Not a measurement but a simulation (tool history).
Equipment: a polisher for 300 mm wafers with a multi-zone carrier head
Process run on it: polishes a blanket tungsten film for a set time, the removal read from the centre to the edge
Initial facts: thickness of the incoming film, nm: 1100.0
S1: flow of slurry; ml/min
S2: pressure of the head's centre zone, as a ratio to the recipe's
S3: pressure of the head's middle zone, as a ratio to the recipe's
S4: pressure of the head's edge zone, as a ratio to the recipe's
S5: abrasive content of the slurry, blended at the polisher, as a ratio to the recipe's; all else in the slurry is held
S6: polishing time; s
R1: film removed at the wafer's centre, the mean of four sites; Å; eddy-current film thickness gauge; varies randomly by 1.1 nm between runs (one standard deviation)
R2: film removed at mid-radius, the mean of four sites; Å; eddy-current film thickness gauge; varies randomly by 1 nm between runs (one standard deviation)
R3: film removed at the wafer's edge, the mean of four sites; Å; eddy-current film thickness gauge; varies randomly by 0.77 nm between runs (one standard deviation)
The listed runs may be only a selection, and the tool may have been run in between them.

| run | hour | S1 | S2 | S3 | S4 | S5 | S6 | R1 | R2 | R3 |
|---|---|---|---|---|---|---|---|---|---|---|
| 1 | 0.0 | 160 | 1.00 | 1.00 | 1.00 | 1.00 | 33 | 1257.5 | 1253.5 | 1290.5 |
| 2 | 9.0 | 195 | 1.00 | 1.00 | 1.00 | 1.00 | 33 | 1350.7 | 1281.8 | 1317.6 |
| 3 | 12.6 | 195 | 1.00 | 1.07 | 1.00 | 1.00 | 33 | 1317.8 | 1355.8 | 1308.2 |
| 4 | 19.8 | 175 | 1.00 | 1.07 | 1.00 | 1.00 | 33 | 1295.7 | 1342.0 | 1301.0 |
| 5 | 28.8 | 150 | 1.00 | 1.07 | 1.00 | 1.00 | 33 | 1282.7 | 1325.5 | 1261.7 |
| 6 | 35.1 | 150 | 1.00 | 1.07 | 1.00 | 1.10 | 33 | 1282.9 | 1335.1 | 1305.6 |
| 7 | 42.8 | 150 | 1.00 | 1.07 | 1.00 | 1.10 | 33 | 1282.1 | 1348.4 | 1306.5 |

What does the tool deliver on the next run?
| 8 | 49.2 | 140 | 0.97 | 1.05 | 0.96 | 1.05 | 33 | ? | ? | ? |

R1: 1212.0 Å
R2: 1294.3 Å
R3: 1260.0 Å
